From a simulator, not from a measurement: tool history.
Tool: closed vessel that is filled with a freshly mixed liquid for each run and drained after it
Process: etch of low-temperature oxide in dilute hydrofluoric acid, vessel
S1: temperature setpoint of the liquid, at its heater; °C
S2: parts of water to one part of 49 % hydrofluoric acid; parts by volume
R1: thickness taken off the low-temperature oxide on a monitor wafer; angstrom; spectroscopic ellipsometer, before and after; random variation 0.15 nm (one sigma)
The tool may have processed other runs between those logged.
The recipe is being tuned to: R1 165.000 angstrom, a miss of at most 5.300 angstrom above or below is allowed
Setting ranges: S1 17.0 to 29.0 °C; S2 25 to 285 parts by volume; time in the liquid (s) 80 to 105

{"run": 1, "hour": 0.0, "S1": 21.0, "S2": 155, "time in the liquid (s)": 105, "R1": 108.36}
{"run": 2, "hour": 4.9, "S1": 22.0, "S2": 155, "time in the liquid (s)": 105, "R1": 114.36}
{"run": 3, "hour": 12.4, "S1": 23.0, "S2": 155, "time in the liquid (s)": 105, "R1": 118.09}
{"run": 4, "hour": 16.2, "S1": 23.0, "S2": 155, "time in the liquid (s)": 105, "R1": 120.01}
{"run": 5, "hour": 23.8, "S1": 23.0, "S2": 155, "time in the liquid (s)": 80, "R1": 89.936}
{"run": 6, "hour": 32.3, "S1": 23.5, "S2": 145, "time in the liquid (s)": 80, "R1": 100.32}
{"run": 7, "hour": 36.0, "S1": 23.5, "S2": 145, "time in the liquid (s)": 80, "R1": 99.299}
{"run": 8, "hour": 38.4, "S1": 27.5, "S2": 95, "time in the liquid (s)": 80, "R1": 190.78}

4 candidate next runs follow, results not yet known. Just one meets every target within its allowed miss. Identify it.
{"run": "A", "hour": 40.8, "S1": 25.0, "S2": 95, "time in the liquid (s)": 85, "R1": "?"}
{"run": "B", "hour": 40.8, "S1": 25.5, "S2": 100, "time in the liquid (s)": 80, "R1": "?"}
{"run": "C", "hour": 40.8, "S1": 27.5, "S2": 100, "time in the liquid (s)": 105, "R1": "?"}
{"run": "D", "hour": 40.8, "S1": 28.0, "S2": 100, "time in the liquid (s)": 95, "R1": "?"}

move=A R1=179.400
move=B R1=162.550
move=C R1=230.520
move=D R1=212.600
A: nearer the targets than the last run, but a result is still out of spec
B: all results land within tolerance of their targets
C: the biggest miss grows against the last run
D: the biggest miss grows against the last run
The move that meets every target is B.

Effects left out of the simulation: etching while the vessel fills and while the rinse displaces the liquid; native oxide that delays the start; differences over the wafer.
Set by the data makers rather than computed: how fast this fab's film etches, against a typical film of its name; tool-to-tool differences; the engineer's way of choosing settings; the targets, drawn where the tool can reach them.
